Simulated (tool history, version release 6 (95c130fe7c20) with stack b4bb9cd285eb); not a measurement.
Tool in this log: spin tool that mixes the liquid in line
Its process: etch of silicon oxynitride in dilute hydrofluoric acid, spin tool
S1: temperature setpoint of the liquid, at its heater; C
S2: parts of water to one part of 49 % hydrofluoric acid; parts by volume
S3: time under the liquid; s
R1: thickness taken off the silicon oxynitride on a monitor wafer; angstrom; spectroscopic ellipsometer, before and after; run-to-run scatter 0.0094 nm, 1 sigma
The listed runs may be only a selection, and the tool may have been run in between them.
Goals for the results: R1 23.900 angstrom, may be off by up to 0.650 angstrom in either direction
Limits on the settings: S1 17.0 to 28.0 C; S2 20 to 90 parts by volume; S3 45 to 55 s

run,day,S1,S2,S3,R1
1,0.000,20.0,50,55,32.993
2,0.054,20.0,60,55,27.198
3,0.242,19.5,60,55,26.495
4,0.604,19.0,60,55,25.752
5,0.633,22.0,60,55,29.750
6,0.958,20.5,60,55,27.984
7,1.275,20.5,60,55,27.829
8,1.358,20.0,60,55,27.014
9,1.608,19.5,60,55,26.350
10,1.912,19.0,60,55,25.787

5 next moves are on the table. One of them brings every result within its allowed miss. Which?
A,2.217,17.0,55,55,?
B,2.217,17.5,50,50,?
C,2.217,19.0,55,50,?
D,2.217,17.5,55,50,?
E,2.217,17.0,50,50,?

move,R1
A,25.466
B,26.210
C,25.635
D,23.752
E,25.545
A: moves toward the targets from the last run without getting all of them in spec
B: the biggest miss grows against the last run
C: moves toward the targets from the last run without getting all of them in spec
D: hits every target within its allowed miss
E: moves toward the targets from the last run without getting all of them in spec
Answer: D
